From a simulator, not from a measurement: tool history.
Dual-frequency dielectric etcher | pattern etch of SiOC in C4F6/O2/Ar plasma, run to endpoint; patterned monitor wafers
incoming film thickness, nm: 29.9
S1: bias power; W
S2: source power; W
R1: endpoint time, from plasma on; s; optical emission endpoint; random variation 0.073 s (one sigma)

run  hour   S1   S2      R1
  1   0.0  377  290  11.734
  2   3.8  311  290  12.688
  3   9.0  346  300  12.037
  4  10.1  371  310  11.518
  5  12.8  388  310  11.246
  6  17.1  346  310  12.061
  7  23.9  369  310  11.647

The next listed run, before its measurement:
  8  31.4  388  310   ?

R1: 11.298 s
